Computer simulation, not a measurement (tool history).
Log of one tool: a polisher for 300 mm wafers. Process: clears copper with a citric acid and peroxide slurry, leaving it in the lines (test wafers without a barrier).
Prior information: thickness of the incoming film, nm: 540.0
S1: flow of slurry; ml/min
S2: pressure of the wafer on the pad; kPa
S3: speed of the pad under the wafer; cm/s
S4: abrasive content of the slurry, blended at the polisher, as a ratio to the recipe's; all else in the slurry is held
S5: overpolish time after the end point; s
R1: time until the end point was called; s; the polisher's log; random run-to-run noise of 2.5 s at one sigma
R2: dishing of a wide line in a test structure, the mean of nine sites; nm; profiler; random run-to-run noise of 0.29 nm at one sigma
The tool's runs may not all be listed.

Run 1, hour 0: S1 290 ml/min, S2 24.8 kPa, S3 138 cm/s, S4 1, S5 9 s. Result: R1 169.38 s, R2 18.516 nm.
Run 2, hour 8.9: S1 290 ml/min, S2 24.8 kPa, S3 138 cm/s, S4 0.8, S5 9 s. Result: R1 176.45 s, R2 18.87 nm.
Run 3, hour 14.1: S1 290 ml/min, S2 24.8 kPa, S3 138 cm/s, S4 0.7, S5 9 s. Result: R1 177.75 s, R2 18.115 nm.
Run 4, hour 17.3: S1 290 ml/min, S2 23.4 kPa, S3 138 cm/s, S4 0.7, S5 9 s. Result: R1 187.45 s, R2 18.024 nm.
Run 5, hour 18.5: S1 235 ml/min, S2 23.4 kPa, S3 138 cm/s, S4 0.7, S5 9 s. Result: R1 192.54 s, R2 17.183 nm.
Run 6, hour 22.7: S1 235 ml/min, S2 22.1 kPa, S3 138 cm/s, S4 0.7, S5 9 s. Result: R1 195.97 s, R2 16.493 nm.
Run 7, hour 27.3: S1 235 ml/min, S2 20.7 kPa, S3 138 cm/s, S4 0.7, S5 9 s. Result: R1 206.18 s, R2 15.603 nm.
Run 8, hour 28.7: S1 235 ml/min, S2 20.7 kPa, S3 138 cm/s, S4 0.7, S5 9 s. Result: R1 211.3 s, R2 15.6 nm.
Run 9, hour 29.7: S1 235 ml/min, S2 20 kPa, S3 138 cm/s, S4 0.7, S5 9 s. Result: R1 220.37 s, R2 14.707 nm.

For run 10, what comes out?
Run 10, hour 33.9: S1 235 ml/min, S2 19.3 kPa, S3 138 cm/s, S4 0.7, S5 9 s. Result: R1 ?, R2 ?.

R1: 219.36 s
R2: 15.391 nm
